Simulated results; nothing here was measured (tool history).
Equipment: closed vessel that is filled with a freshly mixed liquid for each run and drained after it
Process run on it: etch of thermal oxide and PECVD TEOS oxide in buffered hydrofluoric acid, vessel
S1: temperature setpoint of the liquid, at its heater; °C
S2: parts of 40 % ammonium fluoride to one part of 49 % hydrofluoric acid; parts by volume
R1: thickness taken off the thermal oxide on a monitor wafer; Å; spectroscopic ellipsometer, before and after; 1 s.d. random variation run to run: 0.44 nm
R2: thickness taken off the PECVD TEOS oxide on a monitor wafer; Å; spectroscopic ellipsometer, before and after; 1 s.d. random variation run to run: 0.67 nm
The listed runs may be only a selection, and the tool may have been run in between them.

Run 1, hour 0.0: S1 23.0 °C, S2 9.5 parts by volume, time in the liquid (s) 60. Result: R1 715.88 Å, R2 1079.20 Å.
Run 2, hour 3.9: S1 23.0 °C, S2 9.5 parts by volume, time in the liquid (s) 75. Result: R1 905.35 Å, R2 1344.10 Å.
Run 3, hour 5.5: S1 23.0 °C, S2 12.5 parts by volume, time in the liquid (s) 75. Result: R1 708.10 Å, R2 1100.50 Å.
Run 4, hour 10.3: S1 22.0 °C, S2 12.5 parts by volume, time in the liquid (s) 75. Result: R1 668.72 Å, R2 1021.00 Å.
Run 5, hour 18.8: S1 25.0 °C, S2 12.5 parts by volume, time in the liquid (s) 75. Result: R1 799.01 Å, R2 1190.40 Å.
Run 6, hour 26.7: S1 24.0 °C, S2 13.0 parts by volume, time in the liquid (s) 75. Result: R1 722.93 Å, R2 1122.90 Å.
Run 7, hour 29.8: S1 23.0 °C, S2 13.0 parts by volume, time in the liquid (s) 75. Result: R1 685.37 Å, R2 1047.60 Å.
Run 8, hour 36.8: S1 22.0 °C, S2 13.0 parts by volume, time in the liquid (s) 75. Result: R1 645.43 Å, R2 985.92 Å.
Run 9, hour 45.0: S1 21.0 °C, S2 13.0 parts by volume, time in the liquid (s) 75. Result: R1 622.47 Å, R2 929.85 Å.
Run 10, hour 49.4: S1 20.5 °C, S2 13.5 parts by volume, time in the liquid (s) 75. Result: R1 567.10 Å, R2 874.58 Å.
Run 11, hour 51.0: S1 20.0 °C, S2 13.5 parts by volume, time in the liquid (s) 75. Result: R1 553.00 Å, R2 837.64 Å.
Run 12, hour 58.1: S1 19.5 °C, S2 13.5 parts by volume, time in the liquid (s) 75. Result: R1 534.44 Å, R2 826.59 Å.
Run 13, hour 63.5: S1 19.0 °C, S2 13.5 parts by volume, time in the liquid (s) 75. Result: R1 526.07 Å, R2 803.78 Å.
Run 14, hour 66.7: S1 18.5 °C, S2 13.5 parts by volume, time in the liquid (s) 75. Result: R1 512.76 Å, R2 792.06 Å.

Estimate the outcome of run 15 from the log above:
Run 15, hour 75.9: S1 17.5 °C, S2 13.5 parts by volume, time in the liquid (s) 75. Result: R1 ?, R2 ?.

R1: 487.03 Å
R2: 745.57 Å

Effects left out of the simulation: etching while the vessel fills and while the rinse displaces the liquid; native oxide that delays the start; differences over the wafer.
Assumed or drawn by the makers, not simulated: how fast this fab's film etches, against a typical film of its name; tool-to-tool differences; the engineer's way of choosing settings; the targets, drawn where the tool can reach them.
